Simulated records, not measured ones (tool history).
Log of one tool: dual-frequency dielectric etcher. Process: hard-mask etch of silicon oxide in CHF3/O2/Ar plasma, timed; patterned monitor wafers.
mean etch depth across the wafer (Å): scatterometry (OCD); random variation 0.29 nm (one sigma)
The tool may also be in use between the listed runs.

run	hour	source power (W)	bias power (W)	etch time (s)	mean etch depth across the wafer (Å)
1	0.0	640	183	26	576.84
2	6.3	610	179	26	565.01
3	9.4	590	175	26	552.96
4	13.9	570	172	26	550.16
5	22.1	550	168	26	539.64
6	27.7	530	165	26	531.15
7	30.5	520	163	26	527.89

Run 8 comes next. What will it give?
8	36.5	510	161	26	?

mean etch depth across the wafer (Å): 519.58
